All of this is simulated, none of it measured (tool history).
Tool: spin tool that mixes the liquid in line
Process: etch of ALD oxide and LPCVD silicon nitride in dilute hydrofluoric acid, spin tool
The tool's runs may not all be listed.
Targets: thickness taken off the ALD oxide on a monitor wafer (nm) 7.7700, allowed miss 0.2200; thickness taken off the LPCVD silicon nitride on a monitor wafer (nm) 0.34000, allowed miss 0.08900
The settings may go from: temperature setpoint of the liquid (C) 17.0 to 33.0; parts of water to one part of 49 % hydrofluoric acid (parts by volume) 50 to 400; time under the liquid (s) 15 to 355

run  hour  temperature setpoint of the liquid (C)  parts of water to one part of 49 % hydrofluoric acid (parts by volume)  time under the liquid (s)  thickness taken off the ALD oxide on a monitor wafer (nm)  thickness taken off the LPCVD silicon nitride on a monitor wafer (nm)
  1   0.0                                    25.0                                                                     225                        180                                                     9.2695                                                                0.37518
  2   3.8                                    24.5                                                                     225                        180                                                     9.1133                                                                0.36704
  3   8.6                                    27.5                                                                     225                        180                                                    10.1730                                                                0.43146
  4  14.2                                    26.5                                                                     225                        180                                                     9.7208                                                                0.44454
  5  20.3                                    26.0                                                                     230                        180                                                     9.2644                                                                0.33425
  6  21.9                                    25.5                                                                     230                        180                                                     9.2158                                                                0.35780
  7  27.8                                    25.5                                                                     235                        180                                                     8.8729                                                                0.37405
  8  29.2                                    25.0                                                                     235                        180                                                     8.7904                                                                0.32998

Which of these 5 next moves meets every target?
  A  30.6                                    27.5                                                                     255                        150                                                          ?                                                                      ?
  B  30.6                                    17.5                                                                     260                        250                                                          ?                                                                      ?
  C  30.6                                    22.0                                                                     290                        290                                                          ?                                                                      ?
  D  30.6                                    22.5                                                                     300                        290                                                          ?                                                                      ?
  E  30.6                                    31.0                                                                     175                         90                                                          ?                                                                      ?

move  thickness taken off the ALD oxide on a monitor wafer (nm)  thickness taken off the LPCVD silicon nitride on a monitor wafer (nm)
   A                                                     7.1959                                                                0.24963
   B                                                     8.1424                                                                0.21771
   C                                                     9.7388                                                                0.30335
   D                                                     9.4935                                                                0.30271
   E                                                     7.8068                                                                0.27093
A: takes the result that was furthest off past its target
B: nearer than the last run, and not there yet
C: further off than the last run
D: further off than the last run
E: meets every target
Move E is the one to make.
